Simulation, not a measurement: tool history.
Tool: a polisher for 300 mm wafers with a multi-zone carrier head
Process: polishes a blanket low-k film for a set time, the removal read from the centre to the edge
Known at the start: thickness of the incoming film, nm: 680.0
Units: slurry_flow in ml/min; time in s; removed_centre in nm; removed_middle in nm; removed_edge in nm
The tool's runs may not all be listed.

| run | hour | slurry_flow | centre_zone | middle_zone | edge_zone | slurry_solids | time | removed_centre | removed_middle | removed_edge |
|---|---|---|---|---|---|---|---|---|---|---|
| 1 | 0.0 | 120 | 1.00 | 1.00 | 1.00 | 1.00 | 85 | 31.119 | 31.699 | 32.517 |
| 2 | 1.1 | 140 | 1.06 | 1.05 | 1.01 | 1.15 | 89 | 38.587 | 38.716 | 37.459 |
| 3 | 6.6 | 140 | 1.06 | 1.05 | 0.93 | 1.15 | 89 | 38.839 | 38.392 | 36.350 |
| 4 | 14.2 | 150 | 1.10 | 1.08 | 0.95 | 1.25 | 92 | 44.575 | 42.450 | 39.977 |
| 5 | 14.8 | 160 | 1.11 | 1.12 | 0.94 | 1.35 | 95 | 48.424 | 48.076 | 42.342 |
| 6 | 23.7 | 165 | 1.13 | 1.13 | 0.96 | 1.40 | 98 | 52.587 | 52.545 | 45.087 |
| 7 | 28.8 | 170 | 1.15 | 1.13 | 0.98 | 1.45 | 100 | 54.743 | 54.814 | 47.554 |
| 8 | 37.0 | 170 | 1.15 | 1.13 | 0.98 | 1.45 | 100 | 55.121 | 53.234 | 47.331 |
| 9 | 41.2 | 175 | 1.16 | 1.14 | 0.98 | 1.45 | 102 | 57.748 | 55.575 | 48.804 |

Run 10 comes next. What will it give?
| 10 | 45.6 | 175 | 1.17 | 1.15 | 0.98 | 1.45 | 103 | ? | ? | ? |

{"run 10": {"removed_centre": 58.743, "removed_middle": 56.91, "removed_edge": 48.489}}

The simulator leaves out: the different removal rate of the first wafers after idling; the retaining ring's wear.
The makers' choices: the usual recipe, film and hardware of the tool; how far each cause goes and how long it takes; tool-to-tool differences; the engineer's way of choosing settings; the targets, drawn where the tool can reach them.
